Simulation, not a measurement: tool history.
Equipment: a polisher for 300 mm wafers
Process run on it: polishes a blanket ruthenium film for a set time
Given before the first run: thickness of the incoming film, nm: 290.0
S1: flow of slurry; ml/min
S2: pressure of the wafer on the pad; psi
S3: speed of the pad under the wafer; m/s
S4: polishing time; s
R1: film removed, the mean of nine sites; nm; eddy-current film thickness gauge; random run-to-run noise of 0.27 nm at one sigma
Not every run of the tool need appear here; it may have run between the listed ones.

| run | hour | S1 | S2 | S3 | S4 | R1 |
|---|---|---|---|---|---|---|
| 1 | 0.0 | 185 | 1.4 | 1.28 | 36 | 35.118 |
| 2 | 7.9 | 185 | 1.4 | 1.28 | 36 | 35.677 |
| 3 | 13.8 | 185 | 1.2 | 1.26 | 36 | 30.577 |
| 4 | 15.0 | 170 | 1.2 | 1.26 | 36 | 29.884 |
| 5 | 22.4 | 215 | 1.2 | 1.26 | 36 | 30.714 |
| 6 | 24.6 | 215 | 1.1 | 1.24 | 36 | 26.934 |
| 7 | 29.5 | 215 | 1.0 | 1.24 | 36 | 24.931 |

The next listed run, before its measurement:
| 8 | 32.2 | 215 | 0.9 | 1.24 | 36 | ? |

R1: 22.551 nm
